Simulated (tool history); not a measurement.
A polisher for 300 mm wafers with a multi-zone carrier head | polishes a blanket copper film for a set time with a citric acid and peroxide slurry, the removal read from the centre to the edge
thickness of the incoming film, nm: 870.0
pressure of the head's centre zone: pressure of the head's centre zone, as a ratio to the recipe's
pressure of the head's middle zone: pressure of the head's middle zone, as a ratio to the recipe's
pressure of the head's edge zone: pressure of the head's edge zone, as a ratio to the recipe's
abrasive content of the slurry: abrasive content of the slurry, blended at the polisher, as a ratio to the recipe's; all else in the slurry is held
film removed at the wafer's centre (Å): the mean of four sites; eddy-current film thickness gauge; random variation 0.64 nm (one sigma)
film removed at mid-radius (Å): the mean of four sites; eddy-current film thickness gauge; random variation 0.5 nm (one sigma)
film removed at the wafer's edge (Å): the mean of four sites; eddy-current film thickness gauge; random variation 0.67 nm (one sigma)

run,day,flow of slurry (ml/min),pressure of the head's centre zone,pressure of the head's middle zone,pressure of the head's edge zone,abrasive content of the slurry,polishing time (s),film removed at the wafer's centre (Å),film removed at mid-radius (Å),film removed at the wafer's edge (Å)
1,0.000,295,1.00,1.00,1.00,1.00,30,585.06,580.65,568.57
2,0.212,295,1.00,1.00,1.00,1.10,30,608.10,593.00,605.65
3,0.396,250,1.00,1.00,1.00,1.10,30,586.45,581.86,591.18
4,0.738,250,1.00,1.00,1.00,1.00,30,577.03,569.71,569.93
5,0.767,250,1.01,0.96,1.00,0.95,30,573.49,548.88,570.62
6,0.883,250,1.10,0.96,1.00,0.95,30,613.06,553.39,562.01
7,1.138,250,1.11,0.93,1.00,0.90,30,628.71,531.69,557.57
8,1.225,250,1.10,0.91,1.00,0.80,30,607.81,496.99,546.55
9,1.254,250,1.09,0.91,0.98,0.75,30,586.40,495.07,533.18
10,1.350,250,1.09,0.90,0.97,0.70,30,593.80,490.16,537.00
11,1.579,250,1.09,0.90,0.97,0.70,30,593.18,488.09,521.43
12,1.654,245,1.06,0.82,0.92,0.50,29,502.59,403.67,456.87
13,1.975,250,1.07,0.83,0.93,0.50,29,508.71,410.60,466.30

Forecast run 14:
14,2.158,255,1.08,0.84,0.93,0.50,29,?,?,?

film removed at the wafer's centre (Å): 520.10
film removed at mid-radius (Å): 408.18
film removed at the wafer's edge (Å): 472.92

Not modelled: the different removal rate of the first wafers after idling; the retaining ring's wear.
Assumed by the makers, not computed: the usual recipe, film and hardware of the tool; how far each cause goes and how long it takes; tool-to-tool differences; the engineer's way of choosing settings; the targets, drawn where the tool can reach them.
